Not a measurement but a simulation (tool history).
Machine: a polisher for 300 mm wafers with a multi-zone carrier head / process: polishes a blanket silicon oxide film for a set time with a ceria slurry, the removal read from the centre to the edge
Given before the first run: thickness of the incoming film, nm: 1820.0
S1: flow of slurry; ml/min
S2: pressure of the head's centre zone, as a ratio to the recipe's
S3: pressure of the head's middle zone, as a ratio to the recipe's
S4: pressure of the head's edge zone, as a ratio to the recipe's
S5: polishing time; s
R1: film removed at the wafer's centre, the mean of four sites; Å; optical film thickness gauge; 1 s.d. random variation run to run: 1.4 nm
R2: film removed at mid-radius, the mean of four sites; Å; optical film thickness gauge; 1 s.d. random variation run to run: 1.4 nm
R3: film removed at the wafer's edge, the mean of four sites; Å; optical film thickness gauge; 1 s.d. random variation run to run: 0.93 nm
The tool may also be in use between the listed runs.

| run | day | S1 | S2 | S3 | S4 | S5 | R1 | R2 | R3 |
|---|---|---|---|---|---|---|---|---|---|
| 1 | 0.000 | 150 | 1.00 | 1.00 | 1.00 | 50 | 1414.9 | 1454.9 | 1415.9 |
| 2 | 0.092 | 145 | 0.98 | 0.99 | 0.99 | 50 | 1392.4 | 1427.5 | 1385.2 |
| 3 | 0.450 | 145 | 0.98 | 0.99 | 0.99 | 45 | 1220.6 | 1288.6 | 1251.1 |
| 4 | 0.600 | 170 | 0.98 | 0.99 | 0.99 | 45 | 1289.9 | 1333.7 | 1264.7 |
| 5 | 0.846 | 170 | 0.98 | 0.99 | 0.99 | 58 | 1649.3 | 1737.6 | 1657.6 |
| 6 | 1.108 | 135 | 0.98 | 0.99 | 0.99 | 58 | 1541.2 | 1634.7 | 1590.0 |
| 7 | 1.192 | 130 | 0.96 | 0.97 | 0.98 | 58 | 1558.2 | 1573.1 | 1593.3 |
| 8 | 1.238 | 125 | 0.94 | 0.97 | 0.98 | 57 | 1455.5 | 1572.8 | 1547.5 |
| 9 | 1.396 | 120 | 0.93 | 0.96 | 0.97 | 56 | 1439.4 | 1515.6 | 1500.9 |

Forecast run 10:
| 10 | 1.683 | 115 | 0.92 | 0.96 | 0.97 | 55 | ? | ? | ? |

R1: 1362.6 Å
R2: 1424.0 Å
R3: 1456.9 Å
